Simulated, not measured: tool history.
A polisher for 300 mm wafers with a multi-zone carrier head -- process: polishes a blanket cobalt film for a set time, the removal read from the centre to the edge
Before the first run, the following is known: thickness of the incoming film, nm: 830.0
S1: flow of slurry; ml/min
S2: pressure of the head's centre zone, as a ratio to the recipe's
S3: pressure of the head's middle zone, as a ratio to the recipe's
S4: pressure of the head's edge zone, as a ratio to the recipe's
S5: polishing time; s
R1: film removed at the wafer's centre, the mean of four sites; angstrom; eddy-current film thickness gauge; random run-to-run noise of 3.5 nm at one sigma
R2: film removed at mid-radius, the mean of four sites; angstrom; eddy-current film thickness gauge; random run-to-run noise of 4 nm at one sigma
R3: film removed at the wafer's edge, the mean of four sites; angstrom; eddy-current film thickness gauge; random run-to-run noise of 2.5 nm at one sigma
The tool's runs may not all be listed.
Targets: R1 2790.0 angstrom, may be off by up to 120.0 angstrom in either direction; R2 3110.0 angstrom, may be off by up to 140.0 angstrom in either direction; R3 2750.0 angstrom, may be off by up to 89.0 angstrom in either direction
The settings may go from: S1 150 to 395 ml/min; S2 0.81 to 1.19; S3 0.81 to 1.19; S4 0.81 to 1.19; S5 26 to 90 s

run	hour	S1	S2	S3	S4	S5	R1	R2	R3
1	0.0	250	1.00	1.00	1.00	58	2312.4	2190.2	2262.1
2	3.7	290	1.00	1.00	1.00	58	2297.2	2248.7	2268.9
3	7.4	295	1.01	1.03	1.01	60	2446.5	2347.9	2357.8
4	8.5	295	1.01	1.00	1.01	60	2427.8	2310.8	2382.4
5	15.8	300	1.00	1.03	1.01	62	2428.3	2521.8	2481.6
6	23.4	300	1.06	1.03	1.01	62	2646.4	2485.2	2429.8
7	30.6	305	1.06	1.06	1.02	63	2663.2	2544.3	2512.6
8	35.3	310	1.06	1.08	1.01	64	2751.0	2732.0	2604.7
9	37.1	315	1.06	1.10	1.01	64	2639.5	2740.3	2564.8
10	44.9	320	1.06	1.11	1.01	65	2764.0	2809.2	2559.2

4 next moves are on the table. One of them brings every result within its allowed miss. Which?
A	52.7	350	1.03	1.09	1.09	66	?	?	?
B	52.7	300	1.12	1.07	1.16	64	?	?	?
C	52.7	310	1.09	0.97	0.89	62	?	?	?
D	52.7	360	1.00	1.16	1.01	69	?	?	?

move	R1	R2	R3
A	2835.6	2796.4	2778.1
B	2943.3	2628.9	2750.6
C	2782.7	2352.8	2351.3
D	2886.6	3092.4	2799.5
A: no nearer and no further than the last run
B: its largest miss is bigger than the last run's
C: its largest miss is bigger than the last run's
D: hits every target within its allowed miss
D is the move that brings every result within its allowed miss.

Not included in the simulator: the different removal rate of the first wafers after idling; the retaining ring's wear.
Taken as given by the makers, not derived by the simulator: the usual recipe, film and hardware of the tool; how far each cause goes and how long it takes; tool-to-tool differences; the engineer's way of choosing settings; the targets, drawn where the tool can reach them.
